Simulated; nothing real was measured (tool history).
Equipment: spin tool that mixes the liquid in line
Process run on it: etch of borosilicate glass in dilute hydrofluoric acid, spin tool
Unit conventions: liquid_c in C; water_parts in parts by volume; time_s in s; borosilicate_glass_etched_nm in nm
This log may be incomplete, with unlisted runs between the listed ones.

run,day,liquid_c,water_parts,time_s,borosilicate_glass_etched_nm
1,0.000,25.0,150,20,5.4091
2,0.167,27.0,130,20,7.0031
3,0.483,28.5,120,20,8.1903
4,0.833,28.5,95,20,10.5530
5,0.938,28.5,95,15,8.0236
6,1.250,30.5,95,15,8.5496
7,1.592,31.0,85,15,9.8130
8,1.754,31.5,80,15,10.7440
9,2.083,32.0,75,15,11.9060

Run 10, settings as shown, results not yet in. Your forecast:
10,2.429,32.5,75,15,?

borosilicate_glass_etched_nm: 12.0750 nm

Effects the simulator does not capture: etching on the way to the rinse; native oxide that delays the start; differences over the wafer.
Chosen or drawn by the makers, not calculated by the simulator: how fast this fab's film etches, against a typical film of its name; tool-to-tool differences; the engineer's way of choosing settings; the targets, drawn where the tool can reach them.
